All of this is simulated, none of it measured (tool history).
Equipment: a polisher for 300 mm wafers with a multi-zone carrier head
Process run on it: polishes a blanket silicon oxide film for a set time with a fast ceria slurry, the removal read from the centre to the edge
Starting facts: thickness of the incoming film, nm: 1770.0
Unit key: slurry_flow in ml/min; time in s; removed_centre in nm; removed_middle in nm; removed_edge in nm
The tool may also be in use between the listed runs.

Run 1, hour 0.0: slurry_flow 250 ml/min, centre_zone 1.00, middle_zone 1.00, edge_zone 1.00, time 43 s. Result: removed_centre 541.36 nm, removed_middle 546.71 nm, removed_edge 520.95 nm.
Run 2, hour 3.7: slurry_flow 250 ml/min, centre_zone 0.92, middle_zone 1.00, edge_zone 1.00, time 43 s. Result: removed_centre 509.70 nm, removed_middle 556.24 nm, removed_edge 513.65 nm.
Run 3, hour 10.8: slurry_flow 250 ml/min, centre_zone 0.92, middle_zone 0.97, edge_zone 1.00, time 43 s. Result: removed_centre 503.53 nm, removed_middle 537.30 nm, removed_edge 523.84 nm.
Run 4, hour 13.9: slurry_flow 255 ml/min, centre_zone 0.94, middle_zone 0.97, edge_zone 1.01, time 44 s. Result: removed_centre 535.53 nm, removed_middle 551.45 nm, removed_edge 536.24 nm.
Run 5, hour 22.3: slurry_flow 260 ml/min, centre_zone 0.95, middle_zone 0.97, edge_zone 1.02, time 45 s. Result: removed_centre 544.20 nm, removed_middle 563.29 nm, removed_edge 561.37 nm.
Run 6, hour 26.4: slurry_flow 260 ml/min, centre_zone 0.95, middle_zone 0.97, edge_zone 1.02, time 51 s. Result: removed_centre 620.08 nm, removed_middle 643.41 nm, removed_edge 615.86 nm.
Run 7, hour 28.4: slurry_flow 265 ml/min, centre_zone 0.96, middle_zone 0.97, edge_zone 1.02, time 51 s. Result: removed_centre 619.12 nm, removed_middle 642.43 nm, removed_edge 618.60 nm.
Run 8, hour 33.0: slurry_flow 265 ml/min, centre_zone 0.97, middle_zone 0.97, edge_zone 1.02, time 51 s. Result: removed_centre 626.28 nm, removed_middle 645.08 nm, removed_edge 603.68 nm.

For run 9, what comes out?
Run 9, hour 41.8: slurry_flow 265 ml/min, centre_zone 0.98, middle_zone 0.97, edge_zone 1.03, time 51 s. Result: removed_centre ?, removed_middle ?, removed_edge ?.

{"run 9": {"removed_centre": 633.07, "removed_middle": 642.12, "removed_edge": 623.52}}
